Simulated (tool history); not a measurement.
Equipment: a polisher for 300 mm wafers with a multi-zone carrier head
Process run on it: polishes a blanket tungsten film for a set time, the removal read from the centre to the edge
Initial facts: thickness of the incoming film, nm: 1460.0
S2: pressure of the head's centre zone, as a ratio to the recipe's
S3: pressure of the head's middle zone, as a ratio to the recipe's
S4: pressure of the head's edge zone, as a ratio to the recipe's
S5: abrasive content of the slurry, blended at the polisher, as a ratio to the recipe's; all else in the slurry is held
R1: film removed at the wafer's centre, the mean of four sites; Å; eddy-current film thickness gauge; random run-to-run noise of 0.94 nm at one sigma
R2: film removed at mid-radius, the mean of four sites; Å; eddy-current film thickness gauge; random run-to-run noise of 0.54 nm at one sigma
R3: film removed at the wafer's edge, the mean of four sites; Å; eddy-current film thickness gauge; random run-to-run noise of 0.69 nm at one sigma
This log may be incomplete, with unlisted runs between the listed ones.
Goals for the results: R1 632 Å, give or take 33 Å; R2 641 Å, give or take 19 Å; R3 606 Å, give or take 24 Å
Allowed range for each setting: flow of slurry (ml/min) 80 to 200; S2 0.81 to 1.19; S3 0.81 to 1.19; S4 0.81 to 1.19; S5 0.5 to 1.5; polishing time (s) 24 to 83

run 1 hour=0 | flow_of_slurry_(ml/min)=130 S2=1 S3=1 S4=1 S5=1 polishing_time_(s)=53 | R1=1097.7 R2=1159.5 R3=1117.9
run 2 hour=4.3 | flow_of_slurry_(ml/min)=130 S2=1 S3=1.05 S4=1 S5=1 polishing_time_(s)=53 | R1=1148.3 R2=1209.6 R3=1129.1
run 3 hour=6.8 | flow_of_slurry_(ml/min)=125 S2=1.01 S3=1.01 S4=0.95 S5=0.85 polishing_time_(s)=46 | R1=943.73 R2=961.55 R3=923.38
run 4 hour=14.9 | flow_of_slurry_(ml/min)=125 S2=1.01 S3=1.01 S4=0.95 S5=0.75 polishing_time_(s)=46 | R1=891.52 R2=950.11 R3=907
run 5 hour=16.7 | flow_of_slurry_(ml/min)=125 S2=1.02 S3=1 S4=0.91 S5=0.65 polishing_time_(s)=41 | R1=781.44 R2=817.94 R3=764.64
run 6 hour=18.9 | flow_of_slurry_(ml/min)=125 S2=0.96 S3=1 S4=0.91 S5=0.65 polishing_time_(s)=41 | R1=728.8 R2=808.47 R3=753.72
run 7 hour=24.9 | flow_of_slurry_(ml/min)=130 S2=0.97 S3=0.97 S4=0.88 S5=0.6 polishing_time_(s)=39 | R1=721.89 R2=754.25 R3=707.45
run 8 hour=33.8 | flow_of_slurry_(ml/min)=125 S2=0.96 S3=0.96 S4=0.86 S5=0.55 polishing_time_(s)=38 | R1=658 R2=702.88 R3=669.59
run 9 hour=39 | flow_of_slurry_(ml/min)=125 S2=0.98 S3=0.96 S4=0.84 S5=0.55 polishing_time_(s)=37 | R1=672.29 R2=688.69 R3=654.24
run 10 hour=40.5 | flow_of_slurry_(ml/min)=120 S2=0.98 S3=0.96 S4=0.83 S5=0.55 polishing_time_(s)=36 | R1=627.02 R2=668.66 R3=613.35

Below are 5 possible settings for the next run. Only one of them brings all results inside the allowed miss of their targets. Which is it?
run A hour=42 | flow_of_slurry_(ml/min)=125 S2=0.92 S3=0.95 S4=0.82 S5=0.7 polishing_time_(s)=36 | R1=? R2=? R3=?
run B hour=42 | flow_of_slurry_(ml/min)=130 S2=0.98 S3=0.94 S4=0.85 S5=0.6 polishing_time_(s)=34 | R1=? R2=? R3=?
run C hour=42 | flow_of_slurry_(ml/min)=130 S2=1.03 S3=0.99 S4=0.84 S5=0.8 polishing_time_(s)=33 | R1=? R2=? R3=?
run D hour=42 | flow_of_slurry_(ml/min)=115 S2=0.85 S3=0.96 S4=0.86 S5=0.5 polishing_time_(s)=37 | R1=? R2=? R3=?
run E hour=42 | flow_of_slurry_(ml/min)=115 S2=0.96 S3=0.91 S4=0.93 S5=0.5 polishing_time_(s)=38 | R1=? R2=? R3=?

move=A R1=632.62 R2=688.61 R3=647.32
move=B R1=619.25 R2=631.28 R3=606.84
move=C R1=665.2 R2=677.56 R3=620.04
move=D R1=555.08 R2=654.85 R3=627.17
move=E R1=633.35 R2=642.78 R3=668.04
A: lands further from the targets than the last run did
B: in spec on every target
C: lands further from the targets than the last run did
D: the furthest-off result lands on target, but another misses its tolerance
E: the furthest-off result lands on target, but another misses its tolerance
Answer: B
